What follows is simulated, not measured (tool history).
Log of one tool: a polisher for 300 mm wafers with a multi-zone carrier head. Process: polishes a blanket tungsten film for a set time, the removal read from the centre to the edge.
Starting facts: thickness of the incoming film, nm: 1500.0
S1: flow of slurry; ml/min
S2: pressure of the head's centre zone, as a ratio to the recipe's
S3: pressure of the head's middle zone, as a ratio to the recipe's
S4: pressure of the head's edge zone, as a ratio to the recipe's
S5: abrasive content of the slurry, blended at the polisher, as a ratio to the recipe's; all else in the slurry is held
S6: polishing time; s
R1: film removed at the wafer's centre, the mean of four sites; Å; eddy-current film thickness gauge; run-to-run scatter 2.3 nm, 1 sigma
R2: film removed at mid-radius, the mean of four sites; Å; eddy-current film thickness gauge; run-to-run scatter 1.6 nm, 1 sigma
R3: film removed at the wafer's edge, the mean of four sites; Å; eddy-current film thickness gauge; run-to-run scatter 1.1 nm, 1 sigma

run 1 hour=0 | S1=245 S2=1 S3=1 S4=1 S5=1 S6=71 | R1=2034.6 R2=2004.4 R3=2041.6
run 2 hour=5.3 | S1=245 S2=1 S3=1 S4=1 S5=1 S6=79 | R1=2238.2 R2=2271.6 R3=2292.9
run 3 hour=6.7 | S1=245 S2=1 S3=1 S4=1 S5=1 S6=63 | R1=1802.7 R2=1805.6 R3=1821.4
run 4 hour=11.9 | S1=230 S2=1.02 S3=0.94 S4=1 S5=0.85 S6=62 | R1=1760.1 R2=1589.8 R3=1716.5
run 5 hour=18.2 | S1=280 S2=1.02 S3=0.94 S4=1 S5=0.85 S6=62 | R1=1769.4 R2=1620.8 R3=1755.7
run 6 hour=23.2 | S1=280 S2=0.94 S3=0.94 S4=1 S5=0.85 S6=62 | R1=1704.7 R2=1607.8 R3=1751.6
run 7 hour=27.2 | S1=270 S2=0.95 S3=0.9 S4=0.98 S5=0.75 S6=62 | R1=1599.9 R2=1530.4 R3=1708.2
run 8 hour=32.1 | S1=270 S2=1.01 S3=0.87 S4=0.98 S5=0.65 S6=61 | R1=1624.6 R2=1430.8 R3=1610.5
run 9 hour=34.6 | S1=265 S2=1.03 S3=0.85 S4=1 S5=0.6 S6=61 | R1=1617.8 R2=1386.8 R3=1597.3
run 10 hour=40.9 | S1=260 S2=1.05 S3=0.84 S4=1.02 S5=0.55 S6=61 | R1=1640.7 R2=1345.9 R3=1587
run 11 hour=49.4 | S1=255 S2=1.06 S3=0.83 S4=1.02 S5=0.55 S6=61 | R1=1613.1 R2=1331.1 R3=1559.5
run 12 hour=56.5 | S1=255 S2=1.07 S3=0.82 S4=1.04 S5=0.55 S6=61 | R1=1654.9 R2=1321.2 R3=1602.6
run 13 hour=57.4 | S1=245 S2=1.08 S3=0.82 S4=1.04 S5=0.55 S6=61 | R1=1687.6 R2=1303.3 R3=1596

Run 14 comes next. What will it give?
run 14 hour=65.5 | S1=240 S2=1.07 S3=0.82 S4=1.03 S5=0.55 S6=61 | R1=? R2=? R3=?

R1: 1613.3 Å
R2: 1258.4 Å
R3: 1589.7 Å
